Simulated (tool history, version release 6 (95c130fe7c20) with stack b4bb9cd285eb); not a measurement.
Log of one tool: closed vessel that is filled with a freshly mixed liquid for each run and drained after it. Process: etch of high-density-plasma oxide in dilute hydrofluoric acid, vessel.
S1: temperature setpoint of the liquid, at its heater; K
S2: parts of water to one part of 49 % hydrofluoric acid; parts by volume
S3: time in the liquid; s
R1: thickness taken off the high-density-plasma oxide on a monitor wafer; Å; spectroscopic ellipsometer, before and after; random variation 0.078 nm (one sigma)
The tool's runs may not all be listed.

{"run": 1, "hour": 0.0, "S1": 299.15, "S2": 85, "S3": 310, "R1": 255.59}
{"run": 2, "hour": 1.3, "S1": 299.15, "S2": 60, "S3": 310, "R1": 376.95}
{"run": 3, "hour": 2.9, "S1": 297.15, "S2": 70, "S3": 310, "R1": 294.51}
{"run": 4, "hour": 3.6, "S1": 297.15, "S2": 85, "S3": 310, "R1": 235.9}
{"run": 5, "hour": 12.0, "S1": 295.65, "S2": 90, "S3": 310, "R1": 210.09}
{"run": 6, "hour": 19.9, "S1": 298.15, "S2": 90, "S3": 310, "R1": 232.44}
{"run": 7, "hour": 27.1, "S1": 294.15, "S2": 115, "S3": 310, "R1": 150.54}

Forecast run 8:
{"run": 8, "hour": 31.6, "S1": 294.15, "S2": 115, "S3": 310, "R1": "?"}

Run 8 gave R1 148.64 Å.
